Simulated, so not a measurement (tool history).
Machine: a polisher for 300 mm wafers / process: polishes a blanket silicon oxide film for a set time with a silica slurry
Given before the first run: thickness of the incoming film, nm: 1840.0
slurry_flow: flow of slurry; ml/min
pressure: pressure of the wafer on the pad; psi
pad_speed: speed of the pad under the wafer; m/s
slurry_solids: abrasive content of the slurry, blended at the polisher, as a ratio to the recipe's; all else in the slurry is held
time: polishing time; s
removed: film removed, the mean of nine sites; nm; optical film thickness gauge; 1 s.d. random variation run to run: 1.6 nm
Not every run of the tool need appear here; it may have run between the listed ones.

Run 1, day 0.000: slurry_flow 230 ml/min, pressure 4.8 psi, pad_speed 1.22 m/s, slurry_solids 1.0, time 48 s. Result: removed 139.19 nm.
Run 2, day 0.067: slurry_flow 230 ml/min, pressure 4.7 psi, pad_speed 1.22 m/s, slurry_solids 1.0, time 48 s. Result: removed 138.03 nm.
Run 3, day 0.375: slurry_flow 230 ml/min, pressure 5.6 psi, pad_speed 1.22 m/s, slurry_solids 1.0, time 48 s. Result: removed 160.20 nm.
Run 4, day 0.462: slurry_flow 230 ml/min, pressure 5.6 psi, pad_speed 1.22 m/s, slurry_solids 1.0, time 48 s. Result: removed 159.94 nm.
At day 0.796: worn pad replaced by a new one.
Run 5, day 0.796: slurry_flow 230 ml/min, pressure 5.3 psi, pad_speed 1.22 m/s, slurry_solids 1.0, time 48 s. Result: removed 167.15 nm.
Run 6, day 0.992: slurry_flow 230 ml/min, pressure 5.0 psi, pad_speed 1.22 m/s, slurry_solids 1.0, time 48 s. Result: removed 164.26 nm.

Run 7 is up next; what results do you expect?
Run 7, day 1.204: slurry_flow 230 ml/min, pressure 4.6 psi, pad_speed 1.20 m/s, slurry_solids 1.0, time 48 s. Result: removed ?.

removed: 150.74 nm
